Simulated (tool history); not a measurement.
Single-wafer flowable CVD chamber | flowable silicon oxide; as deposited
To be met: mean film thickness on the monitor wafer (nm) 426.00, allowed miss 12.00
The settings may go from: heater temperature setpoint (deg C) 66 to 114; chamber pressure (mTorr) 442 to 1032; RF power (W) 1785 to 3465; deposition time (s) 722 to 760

run	day	heater temperature setpoint (deg C)	chamber pressure (mTorr)	RF power (W)	deposition time (s)	mean film thickness on the monitor wafer (nm)
1	0.000	90	737	2625	760	647.58
2	0.154	90	737	2625	722	613.43
3	0.329	94	736	2625	722	537.24
4	0.600	96	735	2625	722	498.22
5	0.925	96	735	2625	760	524.20
6	1.192	96	677	2625	760	485.07
7	1.425	97	677	2625	760	469.19
8	1.650	98	677	2625	760	453.05
9	2.029	99	677	2625	760	439.69

Which of these 5 next moves meets every target?
A	2.408	93	555	2350	750	?
B	2.408	99	722	2640	760	?
C	2.408	101	678	2530	738	?
D	2.408	93	562	2815	757	?
E	2.408	100	630	2685	760	?

move	mean film thickness on the monitor wafer (nm)
A	430.89
B	469.61
C	397.25
D	454.67
E	398.86
A: meets every target
B: further off than the last run
C: takes the result that was furthest off past its target
D: further off than the last run
E: takes the result that was furthest off past its target
Answer: A

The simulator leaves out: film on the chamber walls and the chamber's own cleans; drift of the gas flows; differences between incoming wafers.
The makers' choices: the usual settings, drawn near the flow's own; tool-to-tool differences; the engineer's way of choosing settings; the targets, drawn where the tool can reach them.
